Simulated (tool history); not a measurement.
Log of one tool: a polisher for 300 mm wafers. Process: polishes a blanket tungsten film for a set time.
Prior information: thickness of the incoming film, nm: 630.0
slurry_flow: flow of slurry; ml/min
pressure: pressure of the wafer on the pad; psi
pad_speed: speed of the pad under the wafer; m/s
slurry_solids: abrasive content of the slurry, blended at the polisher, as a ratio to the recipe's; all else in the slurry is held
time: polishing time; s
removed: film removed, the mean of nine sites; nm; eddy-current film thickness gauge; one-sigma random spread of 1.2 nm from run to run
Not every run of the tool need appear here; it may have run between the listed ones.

Run 1, hour 0: slurry_flow 120 ml/min, pressure 2.6 psi, pad_speed 1.3 m/s, slurry_solids 1, time 30 s. Result: removed 130.3 nm.
Run 2, hour 1.5: slurry_flow 120 ml/min, pressure 3.1 psi, pad_speed 1.3 m/s, slurry_solids 1, time 30 s. Result: removed 142.16 nm.
Run 3, hour 10.2: slurry_flow 120 ml/min, pressure 2.7 psi, pad_speed 1.24 m/s, slurry_solids 1, time 30 s. Result: removed 125.79 nm.
Run 4, hour 14.7: slurry_flow 120 ml/min, pressure 2.7 psi, pad_speed 1 m/s, slurry_solids 1, time 30 s. Result: removed 101.08 nm.
Run 5, hour 23.1: slurry_flow 95 ml/min, pressure 2.7 psi, pad_speed 1 m/s, slurry_solids 1, time 30 s. Result: removed 94.542 nm.
Run 6, hour 31.5: slurry_flow 95 ml/min, pressure 2.6 psi, pad_speed 1 m/s, slurry_solids 1, time 30 s. Result: removed 96.426 nm.

Predict the results of run 7:
Run 7, hour 33.8: slurry_flow 95 ml/min, pressure 2.5 psi, pad_speed 0.98 m/s, slurry_solids 1, time 30 s. Result: removed ?.

Run 7 measured removed 88.079 nm.

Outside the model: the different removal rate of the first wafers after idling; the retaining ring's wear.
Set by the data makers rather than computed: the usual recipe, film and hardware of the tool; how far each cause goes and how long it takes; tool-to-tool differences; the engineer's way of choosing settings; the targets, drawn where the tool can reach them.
